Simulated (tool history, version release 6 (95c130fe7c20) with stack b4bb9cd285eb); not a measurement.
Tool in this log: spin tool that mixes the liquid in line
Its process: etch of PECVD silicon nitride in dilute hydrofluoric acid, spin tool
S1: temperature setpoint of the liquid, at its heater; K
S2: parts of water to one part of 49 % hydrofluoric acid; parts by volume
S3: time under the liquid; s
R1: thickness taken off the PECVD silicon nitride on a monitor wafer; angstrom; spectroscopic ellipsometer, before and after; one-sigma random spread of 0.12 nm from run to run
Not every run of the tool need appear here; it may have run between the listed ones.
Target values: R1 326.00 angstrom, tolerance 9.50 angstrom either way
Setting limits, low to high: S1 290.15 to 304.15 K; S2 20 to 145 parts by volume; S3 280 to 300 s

{"run": 1, "hour": 0.0, "S1": 296.15, "S2": 80, "S3": 280, "R1": 134.84}
{"run": 2, "hour": 8.2, "S1": 293.65, "S2": 80, "S3": 280, "R1": 114.78}
{"run": 3, "hour": 14.1, "S1": 297.15, "S2": 70, "S3": 280, "R1": 164.93}
{"run": 4, "hour": 22.0, "S1": 297.15, "S2": 70, "S3": 280, "R1": 164.31}
{"run": 5, "hour": 28.0, "S1": 299.65, "S2": 65, "S3": 280, "R1": 209.66}
{"run": 6, "hour": 29.6, "S1": 301.15, "S2": 60, "S3": 280, "R1": 250.07}
{"run": 7, "hour": 37.8, "S1": 302.15, "S2": 60, "S3": 280, "R1": 264.72}
{"run": 8, "hour": 40.0, "S1": 302.65, "S2": 60, "S3": 280, "R1": 274.11}
{"run": 9, "hour": 45.6, "S1": 303.15, "S2": 60, "S3": 280, "R1": 284.02}
{"run": 10, "hour": 53.7, "S1": 303.15, "S2": 60, "S3": 280, "R1": 284.25}
{"run": 11, "hour": 62.0, "S1": 303.65, "S2": 60, "S3": 280, "R1": 295.42}
{"run": 12, "hour": 66.0, "S1": 303.65, "S2": 60, "S3": 280, "R1": 294.16}

4 next moves are on the table. One of them brings every result within its allowed miss. Which?
{"run": "A", "hour": 70.0, "S1": 304.15, "S2": 60, "S3": 280, "R1": "?"}
{"run": "B", "hour": 70.0, "S1": 301.65, "S2": 50, "S3": 280, "R1": "?"}
{"run": "C", "hour": 70.0, "S1": 303.65, "S2": 60, "S3": 285, "R1": "?"}
{"run": "D", "hour": 70.0, "S1": 304.15, "S2": 55, "S3": 280, "R1": "?"}

move=A R1=301.18
move=B R1=307.15
move=C R1=296.94
move=D R1=328.42
A: an improvement on the last run, though not all results are within tolerance
B: an improvement on the last run, though not all results are within tolerance
C: an improvement on the last run, though not all results are within tolerance
D: every result lands within tolerance
Correct choice: D, which meets every target

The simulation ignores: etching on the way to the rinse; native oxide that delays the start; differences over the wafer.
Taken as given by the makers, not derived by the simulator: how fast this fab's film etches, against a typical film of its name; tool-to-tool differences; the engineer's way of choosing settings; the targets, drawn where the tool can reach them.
